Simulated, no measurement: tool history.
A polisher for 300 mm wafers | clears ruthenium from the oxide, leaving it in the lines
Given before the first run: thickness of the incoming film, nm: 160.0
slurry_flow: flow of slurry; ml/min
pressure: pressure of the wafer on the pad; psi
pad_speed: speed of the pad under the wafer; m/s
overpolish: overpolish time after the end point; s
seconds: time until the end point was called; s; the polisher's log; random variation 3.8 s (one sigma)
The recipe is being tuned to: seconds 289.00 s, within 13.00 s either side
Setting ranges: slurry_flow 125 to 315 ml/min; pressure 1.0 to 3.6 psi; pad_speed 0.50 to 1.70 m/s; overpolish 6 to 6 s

run  hour  slurry_flow  pressure  pad_speed  overpolish  seconds
  1   0.0          205       2.3       1.10           6   111.67
  2   3.1          205       2.3       0.88           6   136.25
  3   9.5          205       1.7       0.88           6   178.96
  4  15.7          205       1.5       0.84           6   216.65
  5  23.3          205       1.5       0.98           6   186.02
  6  28.4          205       1.4       0.94           6   209.12
  7  31.7          205       1.3       0.92           6   226.96
  8  33.3          205       1.2       0.90           6   254.34
  9  40.9          205       1.1       0.90           6   264.78

Which of these 4 next moves meets every target?
  A  48.5          180       1.6       0.78           6        ?
  B  48.5          175       1.3       0.66           6        ?
  C  48.5          200       1.3       0.70           6        ?
  D  48.5          210       1.2       1.00           6        ?

move  seconds
   A   218.38
   B   313.30
   C   291.43
   D   221.91
A: further off than the last run
B: takes the biggest miss from the last run beyond its target
C: every result lands within tolerance
D: further off than the last run
Correct choice: C, which meets every target
